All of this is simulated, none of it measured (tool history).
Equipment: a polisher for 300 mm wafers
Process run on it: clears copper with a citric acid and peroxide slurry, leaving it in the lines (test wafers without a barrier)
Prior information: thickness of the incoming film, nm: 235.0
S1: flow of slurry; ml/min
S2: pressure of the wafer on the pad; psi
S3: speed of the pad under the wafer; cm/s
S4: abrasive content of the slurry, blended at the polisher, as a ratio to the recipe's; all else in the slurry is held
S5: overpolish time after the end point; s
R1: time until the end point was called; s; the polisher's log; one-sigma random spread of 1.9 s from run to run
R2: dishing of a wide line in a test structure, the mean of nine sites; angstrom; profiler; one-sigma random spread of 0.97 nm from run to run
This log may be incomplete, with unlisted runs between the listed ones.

{"run": 1, "hour": 0.0, "S1": 265, "S2": 2.2, "S3": 108, "S4": 1, "S5": 22, "R1": 145.4, "R2": 268.79}
{"run": 2, "hour": 6.3, "S1": 265, "S2": 2.3, "S3": 108, "S4": 1, "S5": 24, "R1": 141.08, "R2": 294.04}
{"run": 3, "hour": 13.8, "S1": 265, "S2": 2.3, "S3": 108, "S4": 0.85, "S5": 24, "R1": 141.74, "R2": 278.33}
{"run": 4, "hour": 20.7, "S1": 270, "S2": 2.4, "S3": 108, "S4": 0.9, "S5": 26, "R1": 134.2, "R2": 322.53}
{"run": 5, "hour": 28.7, "S1": 270, "S2": 2.6, "S3": 108, "S4": 0.9, "S5": 26, "R1": 126.84, "R2": 348.6}
{"run": 6, "hour": 31.5, "S1": 270, "S2": 2.6, "S3": 108, "S4": 0.9, "S5": 27, "R1": 129.87, "R2": 364.22}

Run 7 is up next; what results do you expect?
{"run": 7, "hour": 34.7, "S1": 270, "S2": 2.7, "S3": 108, "S4": 0.9, "S5": 28, "R1": "?", "R2": "?"}

R1: 120.29 s
R2: 383.75 angstrom

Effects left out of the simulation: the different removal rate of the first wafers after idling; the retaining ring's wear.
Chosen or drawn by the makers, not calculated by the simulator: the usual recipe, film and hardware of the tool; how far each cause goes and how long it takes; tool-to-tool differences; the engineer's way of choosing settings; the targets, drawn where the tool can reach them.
